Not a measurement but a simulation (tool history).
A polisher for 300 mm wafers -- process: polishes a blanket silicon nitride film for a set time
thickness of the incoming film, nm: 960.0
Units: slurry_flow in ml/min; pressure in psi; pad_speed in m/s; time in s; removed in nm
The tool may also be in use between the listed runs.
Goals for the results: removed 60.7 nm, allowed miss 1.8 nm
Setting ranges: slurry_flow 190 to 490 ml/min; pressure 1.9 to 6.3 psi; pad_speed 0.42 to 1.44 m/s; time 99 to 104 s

| run | hour | slurry_flow | pressure | pad_speed | time | removed |
|---|---|---|---|---|---|---|
| 1 | 0 | 315 | 4.1 | 0.92 | 99 | 151.67 |
| 2 | 1.1 | 355 | 4.1 | 0.92 | 99 | 154.44 |
| 3 | 6.2 | 350 | 3.9 | 0.88 | 99 | 140.41 |
| 4 | 11.5 | 350 | 3.7 | 0.84 | 99 | 128.77 |
| 5 | 12.9 | 350 | 4.7 | 0.84 | 99 | 159.62 |
| 6 | 16.6 | 350 | 4.7 | 0.84 | 99 | 162.09 |
| 7 | 24 | 350 | 4.4 | 0.8 | 99 | 145.61 |
| 8 | 25.2 | 350 | 4.1 | 0.76 | 99 | 132.22 |
| 9 | 28.8 | 350 | 3.9 | 0.72 | 99 | 119.7 |
| 10 | 30.9 | 350 | 3.7 | 0.7 | 99 | 110.69 |
| 11 | 33.9 | 350 | 3.5 | 0.68 | 99 | 103.17 |
| 12 | 37.2 | 350 | 3.3 | 0.66 | 99 | 96.615 |
| 13 | 43.2 | 350 | 3.2 | 0.64 | 99 | 90.246 |
| 14 | 47 | 345 | 2.1 | 0.58 | 99 | 56.995 |

5 candidate next runs follow, results not yet known. Just one meets every target within its allowed miss. Identify it.
| A | 50.8 | 290 | 3.3 | 0.42 | 99 | ? |
| B | 50.8 | 395 | 2 | 0.7 | 100 | ? |
| C | 50.8 | 315 | 2.5 | 0.58 | 99 | ? |
| D | 50.8 | 265 | 3 | 0.44 | 101 | ? |
| E | 50.8 | 290 | 2.1 | 0.62 | 102 | ? |

| move | removed |
|---|---|
| A | 66.455 |
| B | 65.49 |
| C | 67.143 |
| D | 64.112 |
| E | 62.158 |
A: takes the result that was furthest off past its target
B: takes the result that was furthest off past its target
C: takes the result that was furthest off past its target
D: takes the result that was furthest off past its target
E: every result within its allowed miss
Answer: E
